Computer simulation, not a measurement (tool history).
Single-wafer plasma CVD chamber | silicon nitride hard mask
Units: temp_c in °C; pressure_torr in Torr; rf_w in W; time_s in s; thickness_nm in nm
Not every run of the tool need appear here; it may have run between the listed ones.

run  hour  temp_c  pressure_torr  rf_w  time_s  thickness_nm
  1   0.0     390           1.62   315    68.2        79.649
  2   7.2     395           1.62   315    68.2        80.367
  3  10.2     390           1.52   300    68.2        74.475
  4  14.0     389           1.43   285    68.2        69.013
  5  22.2     383           1.43   285    68.2        69.405
  6  26.4     383           1.37   275    68.2        65.450
  7  34.3     383           1.31   270    68.2        62.824
  8  36.9     383           1.26   265    68.2        61.052
  9  39.3     383           1.22   260    68.2        58.222
 10  40.4     383           1.18   260    68.2        57.363
 11  42.0     383           1.15   260    68.2        56.972
 12  45.6     383           1.12   260    68.2        56.521
 13  53.5     383           1.10   260    68.2        56.111
 14  60.0     383           1.08   260    68.2        55.947
 15  66.3     383           1.06   260    68.2        54.962
 16  74.9     383           1.05   260    68.2        54.918
 17  80.5     383           1.05   260    68.2        54.522

Predict the results of run 18:
 18  84.2     383           0.97   235    68.2             ?

thickness_nm: 46.290 nm
